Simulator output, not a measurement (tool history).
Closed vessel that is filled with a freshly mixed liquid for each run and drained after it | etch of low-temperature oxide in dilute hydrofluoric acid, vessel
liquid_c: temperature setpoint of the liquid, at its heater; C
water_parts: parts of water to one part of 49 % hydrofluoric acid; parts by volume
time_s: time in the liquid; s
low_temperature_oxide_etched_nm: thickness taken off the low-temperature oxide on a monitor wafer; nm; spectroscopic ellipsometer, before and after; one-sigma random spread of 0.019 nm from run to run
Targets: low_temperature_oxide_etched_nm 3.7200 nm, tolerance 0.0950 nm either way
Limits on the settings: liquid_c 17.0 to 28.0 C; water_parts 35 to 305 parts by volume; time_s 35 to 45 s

| run | hour | liquid_c | water_parts | time_s | low_temperature_oxide_etched_nm |
|---|---|---|---|---|---|
| 1 | 0.0 | 20.0 | 170 | 45 | 2.1727 |
| 2 | 0.9 | 21.0 | 165 | 45 | 2.3399 |
| 3 | 7.4 | 22.0 | 160 | 45 | 2.5296 |
| 4 | 9.2 | 25.5 | 160 | 45 | 2.8606 |
| 5 | 11.2 | 25.5 | 180 | 45 | 2.4932 |
| 6 | 15.8 | 25.5 | 180 | 35 | 1.9383 |
| 7 | 17.8 | 26.0 | 170 | 35 | 2.1319 |
| 8 | 22.3 | 26.0 | 160 | 35 | 2.2694 |
| 9 | 24.1 | 26.0 | 150 | 35 | 2.4547 |
| 10 | 25.8 | 26.0 | 145 | 35 | 2.5458 |
| 11 | 30.7 | 26.0 | 140 | 35 | 2.6761 |
| 12 | 39.0 | 26.0 | 135 | 35 | 2.7822 |
| 13 | 40.2 | 26.0 | 130 | 35 | 2.9200 |
| 14 | 45.9 | 26.0 | 125 | 35 | 3.0262 |
| 15 | 47.3 | 26.0 | 120 | 35 | 3.2009 |
| 16 | 51.2 | 28.0 | 105 | 35 | 3.9815 |
| 17 | 53.0 | 28.0 | 105 | 35 | 4.0183 |

Consider the 5 candidate settings below. Which is the only one whose results all fall within their allowed miss of target?
| A | 54.8 | 28.0 | 115 | 40 | ? |
| B | 54.8 | 27.5 | 95 | 35 | ? |
| C | 54.8 | 28.0 | 140 | 45 | ? |
| D | 54.8 | 26.5 | 100 | 40 | ? |
| E | 54.8 | 24.0 | 90 | 35 | ? |

| move | low_temperature_oxide_etched_nm |
|---|---|
| A | 4.1517 |
| B | 4.4309 |
| C | 3.7145 |
| D | 4.5979 |
| E | 4.1037 |
A: misses by more than the last run did
B: misses by more than the last run did
C: every result within its allowed miss
D: misses by more than the last run did
E: misses by more than the last run did
The right move is C.

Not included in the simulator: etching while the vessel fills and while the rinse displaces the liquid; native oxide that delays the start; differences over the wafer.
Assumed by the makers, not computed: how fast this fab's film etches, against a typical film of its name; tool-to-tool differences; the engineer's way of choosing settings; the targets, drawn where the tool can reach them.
